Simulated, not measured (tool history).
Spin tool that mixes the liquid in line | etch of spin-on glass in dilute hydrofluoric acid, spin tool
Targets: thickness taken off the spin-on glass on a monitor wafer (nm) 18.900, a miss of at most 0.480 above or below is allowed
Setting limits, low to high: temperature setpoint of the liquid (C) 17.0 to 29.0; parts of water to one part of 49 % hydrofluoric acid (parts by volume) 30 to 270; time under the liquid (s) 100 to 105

run,hour,temperature setpoint of the liquid (C),parts of water to one part of 49 % hydrofluoric acid (parts by volume),time under the liquid (s),thickness taken off the spin-on glass on a monitor wafer (nm)
1,0.0,21.0,150,100,16.331
2,2.3,21.5,150,100,16.676
3,7.9,21.5,150,105,17.370
4,15.2,22.0,150,105,17.774
5,16.4,22.0,100,105,28.227
6,22.2,21.0,105,105,25.792
7,27.6,20.5,110,105,23.968
8,31.1,20.0,110,105,23.367
9,35.7,19.5,110,105,22.968
10,43.3,19.5,110,105,22.928
11,46.4,19.0,110,105,22.373
12,47.4,18.5,110,105,21.900
13,56.2,18.0,110,105,21.510
14,63.3,17.0,125,105,17.857
15,68.6,17.5,125,105,18.350

Exactly one of the 4 candidate moves below puts every result within its allowed miss. Which one?
A,73.9,17.0,120,105,?
B,73.9,21.0,125,100,?
C,73.9,18.0,130,105,?
D,73.9,18.5,130,105,?

move,thickness taken off the spin-on glass on a monitor wafer (nm)
A,18.776
B,20.108
C,17.881
D,18.251
A: every result lands within tolerance
B: pushes the last run's worst result past its target
C: the biggest miss grows against the last run
D: the biggest miss grows against the last run
Go with A: it meets all targets.
